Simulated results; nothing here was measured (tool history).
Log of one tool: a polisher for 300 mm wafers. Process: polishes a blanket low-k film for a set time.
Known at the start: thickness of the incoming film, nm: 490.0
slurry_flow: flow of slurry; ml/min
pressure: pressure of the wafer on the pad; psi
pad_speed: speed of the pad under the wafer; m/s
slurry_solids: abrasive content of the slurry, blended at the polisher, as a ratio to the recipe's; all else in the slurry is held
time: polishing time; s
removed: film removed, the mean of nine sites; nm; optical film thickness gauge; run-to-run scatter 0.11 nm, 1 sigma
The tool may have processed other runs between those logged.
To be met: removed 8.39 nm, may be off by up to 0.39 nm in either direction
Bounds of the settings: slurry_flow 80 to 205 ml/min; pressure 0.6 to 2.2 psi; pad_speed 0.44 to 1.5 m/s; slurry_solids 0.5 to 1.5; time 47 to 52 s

| run | hour | slurry_flow | pressure | pad_speed | slurry_solids | time | removed |
|---|---|---|---|---|---|---|---|
| 1 | 0 | 135 | 1.4 | 0.96 | 1 | 52 | 18.068 |
| 2 | 4.5 | 135 | 1.2 | 0.9 | 1 | 52 | 15.176 |
| 3 | 8.5 | 135 | 1.5 | 0.9 | 1 | 52 | 17.791 |
| 4 | 10.5 | 135 | 1.2 | 0.82 | 1 | 52 | 14.186 |
| 5 | 19.1 | 135 | 1 | 0.76 | 1 | 52 | 11.59 |
| 6 | 23.5 | 135 | 1 | 0.76 | 0.8 | 52 | 9.8206 |
| 7 | 26.3 | 135 | 1 | 0.76 | 0.8 | 52 | 9.9511 |
| 8 | 32.6 | 135 | 0.9 | 0.76 | 0.8 | 52 | 9.0964 |

Exercise: of the 5 proposed moves below, exactly one satisfies all targets within the stated allowed misses. Which move is it?
| A | 38.9 | 140 | 1.1 | 0.66 | 0.9 | 50 | ? |
| B | 38.9 | 150 | 0.9 | 0.62 | 1.1 | 51 | ? |
| C | 38.9 | 150 | 0.9 | 0.82 | 0.9 | 52 | ? |
| D | 38.9 | 135 | 1.2 | 0.52 | 1 | 52 | ? |
| E | 38.9 | 130 | 0.9 | 0.76 | 0.75 | 50 | ? |

| move | removed |
|---|---|
| A | 10.099 |
| B | 9.9602 |
| C | 11.094 |
| D | 9.8637 |
| E | 8.3187 |
A: lands further from the targets than the last run did
B: lands further from the targets than the last run did
C: lands further from the targets than the last run did
D: lands further from the targets than the last run did
E: every result lands within tolerance
Move E is the one to make.
